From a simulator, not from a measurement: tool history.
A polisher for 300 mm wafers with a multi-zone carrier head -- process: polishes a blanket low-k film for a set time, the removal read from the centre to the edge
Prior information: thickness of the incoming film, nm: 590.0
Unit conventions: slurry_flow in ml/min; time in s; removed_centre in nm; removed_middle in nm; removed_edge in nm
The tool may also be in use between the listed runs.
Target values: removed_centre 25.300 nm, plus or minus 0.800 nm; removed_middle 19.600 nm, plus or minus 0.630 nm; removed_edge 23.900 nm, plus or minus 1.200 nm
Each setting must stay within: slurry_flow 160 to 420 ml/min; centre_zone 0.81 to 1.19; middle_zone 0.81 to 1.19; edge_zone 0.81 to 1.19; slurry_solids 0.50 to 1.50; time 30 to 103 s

Run 1, hour 0.0: slurry_flow 270 ml/min, centre_zone 1.00, middle_zone 1.00, edge_zone 1.00, slurry_solids 1.00, time 66 s. Result: removed_centre 33.967 nm, removed_middle 33.298 nm, removed_edge 33.991 nm.
Run 2, hour 5.0: slurry_flow 265 ml/min, centre_zone 1.02, middle_zone 0.95, edge_zone 1.00, slurry_solids 0.85, time 64 s. Result: removed_centre 31.114 nm, removed_middle 28.715 nm, removed_edge 30.016 nm.
Run 3, hour 8.8: slurry_flow 265 ml/min, centre_zone 1.02, middle_zone 0.95, edge_zone 1.06, slurry_solids 0.85, time 64 s. Result: removed_centre 31.544 nm, removed_middle 28.711 nm, removed_edge 30.387 nm.
Run 4, hour 12.4: slurry_flow 250 ml/min, centre_zone 1.02, middle_zone 0.91, edge_zone 1.10, slurry_solids 0.75, time 63 s. Result: removed_centre 28.535 nm, removed_middle 25.575 nm, removed_edge 28.597 nm.
Run 5, hour 15.3: slurry_flow 250 ml/min, centre_zone 1.02, middle_zone 0.91, edge_zone 1.03, slurry_solids 0.75, time 63 s. Result: removed_centre 28.855 nm, removed_middle 25.405 nm, removed_edge 28.090 nm.
Run 6, hour 22.7: slurry_flow 250 ml/min, centre_zone 1.02, middle_zone 0.91, edge_zone 1.09, slurry_solids 0.75, time 63 s. Result: removed_centre 28.344 nm, removed_middle 25.314 nm, removed_edge 28.675 nm.
Run 7, hour 27.2: slurry_flow 245 ml/min, centre_zone 1.03, middle_zone 0.88, edge_zone 1.08, slurry_solids 0.70, time 63 s. Result: removed_centre 27.669 nm, removed_middle 23.543 nm, removed_edge 27.612 nm.
Run 8, hour 33.4: slurry_flow 245 ml/min, centre_zone 1.04, middle_zone 0.86, edge_zone 1.05, slurry_solids 0.65, time 63 s. Result: removed_centre 26.613 nm, removed_middle 21.782 nm, removed_edge 25.771 nm.
Run 9, hour 34.2: slurry_flow 240 ml/min, centre_zone 1.04, middle_zone 0.85, edge_zone 1.03, slurry_solids 0.65, time 63 s. Result: removed_centre 26.814 nm, removed_middle 21.781 nm, removed_edge 26.240 nm.
Run 10, hour 41.9: slurry_flow 245 ml/min, centre_zone 1.04, middle_zone 0.84, edge_zone 1.01, slurry_solids 0.60, time 63 s. Result: removed_centre 25.505 nm, removed_middle 20.743 nm, removed_edge 24.140 nm.
Run 11, hour 44.9: slurry_flow 240 ml/min, centre_zone 1.04, middle_zone 0.83, edge_zone 1.01, slurry_solids 0.60, time 63 s. Result: removed_centre 24.834 nm, removed_middle 20.421 nm, removed_edge 23.529 nm.

Of the 4 settings listed for the next run, only one would bring every result within its allowed miss of target. Which one?
Run A, hour 47.9: slurry_flow 330 ml/min, centre_zone 1.07, middle_zone 0.82, edge_zone 0.94, slurry_solids 0.70, time 57 s. Result: removed_centre ?, removed_middle ?, removed_edge ?.
Run B, hour 47.9: slurry_flow 205 ml/min, centre_zone 1.06, middle_zone 0.81, edge_zone 1.00, slurry_solids 0.55, time 67 s. Result: removed_centre ?, removed_middle ?, removed_edge ?.
Run C, hour 47.9: slurry_flow 210 ml/min, centre_zone 1.04, middle_zone 0.95, edge_zone 0.89, slurry_solids 0.50, time 68 s. Result: removed_centre ?, removed_middle ?, removed_edge ?.
Run D, hour 47.9: slurry_flow 250 ml/min, centre_zone 1.07, middle_zone 0.81, edge_zone 1.03, slurry_solids 0.60, time 56 s. Result: removed_centre ?, removed_middle ?, removed_edge ?.

move  removed_centre  removed_middle  removed_edge
   A          26.981          20.542        24.460
   B          25.334          19.410        24.399
   C          23.794          21.174        22.021
   D          23.346          17.657        22.355
A: lands further from the targets than the last run did
B: hits every target within its allowed miss
C: lands further from the targets than the last run did
D: the result that was furthest off in the last run now lies on the other side of its target
The right move is B.
